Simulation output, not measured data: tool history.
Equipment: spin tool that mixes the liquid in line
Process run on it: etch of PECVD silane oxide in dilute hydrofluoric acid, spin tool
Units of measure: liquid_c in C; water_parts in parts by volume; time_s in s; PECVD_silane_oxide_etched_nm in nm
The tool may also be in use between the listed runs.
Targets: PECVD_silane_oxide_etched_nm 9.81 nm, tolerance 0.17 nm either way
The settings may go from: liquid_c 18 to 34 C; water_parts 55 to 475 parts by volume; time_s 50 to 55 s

{"run": 1, "day": 0.0, "liquid_c": 26, "water_parts": 265, "time_s": 50, "PECVD_silane_oxide_etched_nm": 8.2638}
{"run": 2, "day": 0.275, "liquid_c": 29, "water_parts": 265, "time_s": 50, "PECVD_silane_oxide_etched_nm": 9.1738}
{"run": 3, "day": 0.633, "liquid_c": 29, "water_parts": 265, "time_s": 50, "PECVD_silane_oxide_etched_nm": 9.196}
{"run": 4, "day": 0.85, "liquid_c": 29, "water_parts": 315, "time_s": 50, "PECVD_silane_oxide_etched_nm": 7.3249}
{"run": 5, "day": 1.067, "liquid_c": 29.5, "water_parts": 310, "time_s": 50, "PECVD_silane_oxide_etched_nm": 7.6105}
{"run": 6, "day": 1.129, "liquid_c": 30, "water_parts": 310, "time_s": 50, "PECVD_silane_oxide_etched_nm": 7.8139}
{"run": 7, "day": 1.375, "liquid_c": 30.5, "water_parts": 310, "time_s": 50, "PECVD_silane_oxide_etched_nm": 7.8626}
{"run": 8, "day": 1.55, "liquid_c": 31, "water_parts": 310, "time_s": 50, "PECVD_silane_oxide_etched_nm": 7.9113}
{"run": 9, "day": 1.771, "liquid_c": 31.5, "water_parts": 305, "time_s": 50, "PECVD_silane_oxide_etched_nm": 8.2984}
{"run": 10, "day": 2.121, "liquid_c": 33, "water_parts": 295, "time_s": 50, "PECVD_silane_oxide_etched_nm": 9.0935}

Which of these 5 next moves meets every target?
{"run": "A", "day": 2.471, "liquid_c": 31, "water_parts": 295, "time_s": 55, "PECVD_silane_oxide_etched_nm": "?"}
{"run": "B", "day": 2.471, "liquid_c": 34, "water_parts": 295, "time_s": 50, "PECVD_silane_oxide_etched_nm": "?"}
{"run": "C", "day": 2.471, "liquid_c": 29.5, "water_parts": 285, "time_s": 55, "PECVD_silane_oxide_etched_nm": "?"}
{"run": "D", "day": 2.471, "liquid_c": 26.5, "water_parts": 235, "time_s": 50, "PECVD_silane_oxide_etched_nm": "?"}
{"run": "E", "day": 2.471, "liquid_c": 29.5, "water_parts": 250, "time_s": 50, "PECVD_silane_oxide_etched_nm": "?"}

move=A PECVD_silane_oxide_etched_nm=9.4194
move=B PECVD_silane_oxide_etched_nm=9.406
move=C PECVD_silane_oxide_etched_nm=9.3928
move=D PECVD_silane_oxide_etched_nm=9.8828
move=E PECVD_silane_oxide_etched_nm=10.125
A: gains on the last run, yet a result remains outside its allowed miss
B: gains on the last run, yet a result remains outside its allowed miss
C: gains on the last run, yet a result remains outside its allowed miss
D: all results land within tolerance of their targets
E: takes the biggest miss from the last run beyond its target
Move D is the one to make.
